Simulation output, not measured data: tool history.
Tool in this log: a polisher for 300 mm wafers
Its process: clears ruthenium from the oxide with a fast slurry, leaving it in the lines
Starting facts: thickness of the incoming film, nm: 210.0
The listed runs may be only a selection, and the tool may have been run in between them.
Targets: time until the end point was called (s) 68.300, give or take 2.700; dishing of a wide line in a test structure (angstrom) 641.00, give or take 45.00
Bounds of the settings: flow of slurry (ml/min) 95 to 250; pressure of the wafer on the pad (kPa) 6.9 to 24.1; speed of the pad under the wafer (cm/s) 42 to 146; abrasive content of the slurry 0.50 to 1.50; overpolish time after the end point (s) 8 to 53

run	hour	flow of slurry (ml/min)	pressure of the wafer on the pad (kPa)	speed of the pad under the wafer (cm/s)	abrasive content of the slurry	overpolish time after the end point (s)	time until the end point was called (s)	dishing of a wide line in a test structure (angstrom)
1	0.0	160	15.2	94	1.00	27	58.665	550.50
2	0.8	160	15.2	94	1.10	27	54.976	558.98
3	4.7	160	15.2	108	1.10	27	48.760	599.78
4	9.9	160	14.5	108	1.10	28	50.011	636.05
5	16.5	160	14.5	130	1.10	28	42.112	648.80
6	17.5	160	14.5	130	1.30	28	38.346	695.60
7	20.0	160	13.8	130	1.30	29	38.894	683.40
# hour 22.0: slurry nozzle cleaned
8	22.0	160	13.1	128	1.30	30	40.450	717.40
9	24.4	150	9.0	110	1.30	34	58.059	610.38
10	28.9	150	9.0	110	1.30	35	60.230	597.00
11	31.1	150	9.0	110	1.30	36	59.046	651.93

Which single option among these 4 for the next run brings every result within its allowed miss of target? Just one does.
A	33.3	190	9.7	108	1.35	44	?	?
B	33.3	105	13.8	112	1.40	26	?	?
C	33.3	145	6.9	102	1.25	40	?	?
D	33.3	140	13.1	84	1.05	41	?	?

move	time until the end point was called (s)	dishing of a wide line in a test structure (angstrom)
A	54.301	700.63
B	44.206	608.27
C	72.461	588.71
D	66.971	620.49
A: lands further from the targets than the last run did
B: lands further from the targets than the last run did
C: takes the biggest miss from the last run beyond its target
D: each result inside its tolerance
The move that meets every target is D.

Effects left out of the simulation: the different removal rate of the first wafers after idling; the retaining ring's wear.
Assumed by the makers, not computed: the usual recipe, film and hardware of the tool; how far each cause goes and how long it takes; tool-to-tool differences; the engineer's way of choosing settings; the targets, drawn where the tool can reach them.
